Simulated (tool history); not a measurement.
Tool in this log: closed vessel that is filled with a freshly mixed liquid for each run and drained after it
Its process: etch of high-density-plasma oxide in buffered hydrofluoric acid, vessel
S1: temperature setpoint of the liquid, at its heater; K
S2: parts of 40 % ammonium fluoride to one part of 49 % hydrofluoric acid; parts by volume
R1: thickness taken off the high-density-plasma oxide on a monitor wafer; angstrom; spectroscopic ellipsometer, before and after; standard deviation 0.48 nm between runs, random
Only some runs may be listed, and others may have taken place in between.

Run 1, hour 0.0: S1 297.15 K, S2 12.0 parts by volume, time in the liquid (s) 30. Result: R1 309.45 angstrom.
Run 2, hour 1.8: S1 299.65 K, S2 10.5 parts by volume, time in the liquid (s) 30. Result: R1 401.67 angstrom.
Run 3, hour 5.8: S1 301.65 K, S2 9.5 parts by volume, time in the liquid (s) 30. Result: R1 493.29 angstrom.
Run 4, hour 8.2: S1 302.65 K, S2 9.0 parts by volume, time in the liquid (s) 30. Result: R1 530.22 angstrom.
Run 5, hour 14.0: S1 302.65 K, S2 10.5 parts by volume, time in the liquid (s) 30. Result: R1 471.85 angstrom.
Run 6, hour 21.8: S1 303.65 K, S2 9.5 parts by volume, time in the liquid (s) 30. Result: R1 536.64 angstrom.

For run 7, what comes out?
Run 7, hour 23.6: S1 304.15 K, S2 8.5 parts by volume, time in the liquid (s) 30. Result: R1 ?.

R1: 614.92 angstrom
